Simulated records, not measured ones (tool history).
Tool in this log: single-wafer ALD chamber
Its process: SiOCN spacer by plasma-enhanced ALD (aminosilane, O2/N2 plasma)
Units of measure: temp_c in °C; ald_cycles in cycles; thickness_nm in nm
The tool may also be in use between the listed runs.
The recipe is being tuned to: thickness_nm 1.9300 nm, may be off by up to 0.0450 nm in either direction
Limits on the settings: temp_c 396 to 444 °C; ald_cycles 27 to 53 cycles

| run | hour | temp_c | ald_cycles | thickness_nm |
|---|---|---|---|---|
| 1 | 0.0 | 420 | 40 | 2.2870 |
| 2 | 0.8 | 415 | 40 | 2.3227 |
| 3 | 5.3 | 415 | 35 | 2.0308 |
| 4 | 9.3 | 406 | 35 | 2.0859 |
| 5 | 13.8 | 416 | 35 | 2.0299 |
| 6 | 20.8 | 417 | 35 | 2.0037 |
| 7 | 26.4 | 418 | 35 | 2.0121 |
| 8 | 34.8 | 419 | 35 | 1.9824 |
| 9 | 43.0 | 420 | 35 | 1.9879 |

Which of these 4 next moves meets every target?
| A | 51.2 | 414 | 33 | ? |
| B | 51.2 | 421 | 38 | ? |
| C | 51.2 | 427 | 37 | ? |
| D | 51.2 | 419 | 35 | ? |

| move | thickness_nm |
|---|---|
| A | 1.9191 |
| B | 2.1558 |
| C | 2.0539 |
| D | 1.9998 |
A: hits every target within its allowed miss
B: misses by more than the last run did
C: misses by more than the last run did
D: misses by more than the last run did
Move A is the one to make.
